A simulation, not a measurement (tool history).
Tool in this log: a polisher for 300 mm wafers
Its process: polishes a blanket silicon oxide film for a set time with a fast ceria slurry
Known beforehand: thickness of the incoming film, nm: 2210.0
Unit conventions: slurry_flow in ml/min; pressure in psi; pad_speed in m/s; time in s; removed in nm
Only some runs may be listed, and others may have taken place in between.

{"run": 1, "hour": 0.0, "slurry_flow": 190, "pressure": 3, "pad_speed": 1.18, "time": 26, "removed": 506.94}
{"run": 2, "hour": 5.1, "slurry_flow": 190, "pressure": 2.9, "pad_speed": 1.18, "time": 26, "removed": 492.7}
{"run": 3, "hour": 10.4, "slurry_flow": 190, "pressure": 2.8, "pad_speed": 1.18, "time": 26, "removed": 477.35}
{"run": 4, "hour": 18.9, "slurry_flow": 190, "pressure": 2.8, "pad_speed": 1.18, "time": 26, "removed": 471.49}
{"run": 5, "hour": 25.8, "slurry_flow": 190, "pressure": 2.7, "pad_speed": 1.18, "time": 26, "removed": 455.17}
{"run": 6, "hour": 32.2, "slurry_flow": 190, "pressure": 3, "pad_speed": 1.18, "time": 26, "removed": 497.97}
{"hour": 38.3, "done": "slurry nozzle cleaned"}
{"run": 7, "hour": 38.3, "slurry_flow": 190, "pressure": 2.9, "pad_speed": 1.18, "time": 26, "removed": 518.1}
{"run": 8, "hour": 44.0, "slurry_flow": 190, "pressure": 2.8, "pad_speed": 1.18, "time": 26, "removed": 491.09}
{"run": 9, "hour": 44.8, "slurry_flow": 185, "pressure": 2, "pad_speed": 1.16, "time": 26, "removed": 354.62}

Forecast run 10:
{"run": 10, "hour": 47.5, "slurry_flow": 185, "pressure": 2, "pad_speed": 1.16, "time": 26, "removed": "?"}

Run 10 yielded removed 353.89 nm.
